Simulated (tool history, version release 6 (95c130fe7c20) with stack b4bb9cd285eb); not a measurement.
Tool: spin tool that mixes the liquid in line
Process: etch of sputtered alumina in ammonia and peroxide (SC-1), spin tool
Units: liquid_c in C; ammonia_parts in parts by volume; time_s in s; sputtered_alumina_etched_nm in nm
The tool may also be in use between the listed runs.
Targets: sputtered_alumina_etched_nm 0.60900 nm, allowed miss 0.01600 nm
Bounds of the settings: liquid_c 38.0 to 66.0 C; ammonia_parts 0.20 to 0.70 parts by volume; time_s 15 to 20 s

run,hour,liquid_c,ammonia_parts,time_s,sputtered_alumina_etched_nm
1,0.0,50.0,0.40,20,1.01190
2,4.4,47.5,0.40,20,0.87367
3,11.7,53.0,0.40,20,1.19960
4,17.7,49.5,0.40,20,0.98288
5,19.6,49.5,0.40,20,0.98144
6,24.1,49.5,0.55,20,1.00780
7,33.0,47.0,0.55,20,0.88184
8,40.4,47.0,0.55,20,0.89337
9,42.1,45.0,0.55,20,0.79537
10,50.9,43.5,0.55,20,0.72508
11,56.6,42.5,0.55,20,0.69224
12,62.5,42.0,0.55,20,0.66230
13,63.3,42.0,0.55,20,0.66188
14,65.6,41.5,0.55,20,0.64715
15,71.7,41.0,0.55,20,0.63025

5 next moves are on the table. One of them brings every result within its allowed miss. Which?
A,77.8,41.5,0.70,20,?
B,77.8,44.5,0.50,15,?
C,77.8,39.5,0.45,20,?
D,77.8,40.5,0.50,20,?
E,77.8,39.5,0.55,20,?

move,sputtered_alumina_etched_nm
A,0.66041
B,0.57042
C,0.56283
D,0.60311
E,0.57374
A: further off than the last run
B: takes the result that was furthest off past its target
C: takes the result that was furthest off past its target
D: meets every target
E: takes the result that was furthest off past its target
Move D is the one to make.
